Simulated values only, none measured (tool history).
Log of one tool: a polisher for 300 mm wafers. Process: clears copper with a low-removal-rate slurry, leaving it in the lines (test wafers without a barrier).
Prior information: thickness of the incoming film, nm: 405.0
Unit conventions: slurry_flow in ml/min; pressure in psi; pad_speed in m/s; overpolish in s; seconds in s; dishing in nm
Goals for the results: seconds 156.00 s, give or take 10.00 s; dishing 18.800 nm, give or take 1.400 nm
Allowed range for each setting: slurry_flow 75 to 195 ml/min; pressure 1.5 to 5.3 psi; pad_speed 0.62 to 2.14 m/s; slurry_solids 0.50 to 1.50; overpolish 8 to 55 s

run 1 hour=0.0 | slurry_flow=125 pressure=3.4 pad_speed=1.38 slurry_solids=1.00 overpolish=28 | seconds=110.19 dishing=54.963
run 2 hour=5.8 | slurry_flow=125 pressure=3.4 pad_speed=1.38 slurry_solids=1.15 overpolish=28 | seconds=107.05 dishing=57.780
run 3 hour=12.7 | slurry_flow=125 pressure=3.4 pad_speed=1.12 slurry_solids=1.15 overpolish=28 | seconds=131.12 dishing=51.996
run 4 hour=19.4 | slurry_flow=95 pressure=3.4 pad_speed=1.12 slurry_solids=1.15 overpolish=28 | seconds=147.55 dishing=46.672
run 5 hour=21.3 | slurry_flow=95 pressure=4.1 pad_speed=1.12 slurry_solids=1.15 overpolish=28 | seconds=120.36 dishing=56.134
run 6 hour=28.7 | slurry_flow=90 pressure=3.6 pad_speed=1.26 slurry_solids=1.05 overpolish=24 | seconds=120.25 dishing=47.730
run 7 hour=35.3 | slurry_flow=85 pressure=3.2 pad_speed=1.32 slurry_solids=0.95 overpolish=21 | seconds=139.64 dishing=39.263
run 8 hour=38.3 | slurry_flow=85 pressure=2.9 pad_speed=1.42 slurry_solids=0.85 overpolish=19 | seconds=150.41 dishing=34.997
run 9 hour=45.6 | slurry_flow=85 pressure=2.9 pad_speed=1.42 slurry_solids=0.85 overpolish=19 | seconds=147.95 dishing=33.190
-- hour=48.6 worn pad replaced by a new one
run 10 hour=48.6 | slurry_flow=85 pressure=2.7 pad_speed=1.52 slurry_solids=0.80 overpolish=17 | seconds=140.42 dishing=33.546
run 11 hour=52.1 | slurry_flow=85 pressure=2.5 pad_speed=1.58 slurry_solids=0.75 overpolish=15 | seconds=147.51 dishing=27.209
run 12 hour=54.2 | slurry_flow=85 pressure=2.4 pad_speed=1.60 slurry_solids=0.75 overpolish=14 | seconds=147.92 dishing=25.674
run 13 hour=62.9 | slurry_flow=85 pressure=2.4 pad_speed=1.60 slurry_solids=0.75 overpolish=14 | seconds=149.79 dishing=26.291
run 14 hour=66.2 | slurry_flow=85 pressure=2.4 pad_speed=1.60 slurry_solids=0.75 overpolish=14 | seconds=154.54 dishing=25.924
run 15 hour=69.2 | slurry_flow=90 pressure=2.3 pad_speed=1.64 slurry_solids=0.70 overpolish=13 | seconds=154.60 dishing=23.795
run 16 hour=74.4 | slurry_flow=95 pressure=2.3 pad_speed=1.66 slurry_solids=0.70 overpolish=12 | seconds=149.07 dishing=23.101
run 17 hour=81.1 | slurry_flow=100 pressure=2.3 pad_speed=1.66 slurry_solids=0.70 overpolish=11 | seconds=149.07 dishing=21.478
run 18 hour=89.1 | slurry_flow=110 pressure=2.2 pad_speed=1.66 slurry_solids=0.70 overpolish=11 | seconds=150.30 dishing=20.913
run 19 hour=91.5 | slurry_flow=115 pressure=2.0 pad_speed=1.66 slurry_solids=0.70 overpolish=8 | seconds=160.76 dishing=15.182
run 20 hour=100.2 | slurry_flow=110 pressure=2.0 pad_speed=1.66 slurry_solids=0.70 overpolish=8 | seconds=168.54 dishing=14.787
run 21 hour=109.1 | slurry_flow=105 pressure=2.0 pad_speed=1.66 slurry_solids=0.70 overpolish=8 | seconds=170.16 dishing=14.593
run 22 hour=111.8 | slurry_flow=115 pressure=2.3 pad_speed=1.66 slurry_solids=0.70 overpolish=18 | seconds=144.94 dishing=33.560

Pick the move, out of 5, that brings all results within their allowed miss; only one does.
run A hour=114.5 | slurry_flow=125 pressure=2.3 pad_speed=1.58 slurry_solids=0.75 overpolish=30 | seconds=? dishing=?
run B hour=114.5 | slurry_flow=140 pressure=2.0 pad_speed=1.82 slurry_solids=0.70 overpolish=13 | seconds=? dishing=?
run C hour=114.5 | slurry_flow=90 pressure=2.5 pad_speed=1.46 slurry_solids=0.75 overpolish=10 | seconds=? dishing=?
run D hour=114.5 | slurry_flow=140 pressure=1.8 pad_speed=1.76 slurry_solids=0.85 overpolish=13 | seconds=? dishing=?
run E hour=114.5 | slurry_flow=130 pressure=2.9 pad_speed=1.26 slurry_solids=0.80 overpolish=11 | seconds=? dishing=?

move=A seconds=143.21 dishing=48.532
move=B seconds=142.14 dishing=25.283
move=C seconds=155.44 dishing=18.726
move=D seconds=153.32 dishing=23.598
move=E seconds=138.94 dishing=22.610
A: the biggest miss grows against the last run
B: gains on the last run, yet a result remains outside its allowed miss
C: meets every target
D: gains on the last run, yet a result remains outside its allowed miss
E: gains on the last run, yet a result remains outside its allowed miss
Go with C: it meets all targets.
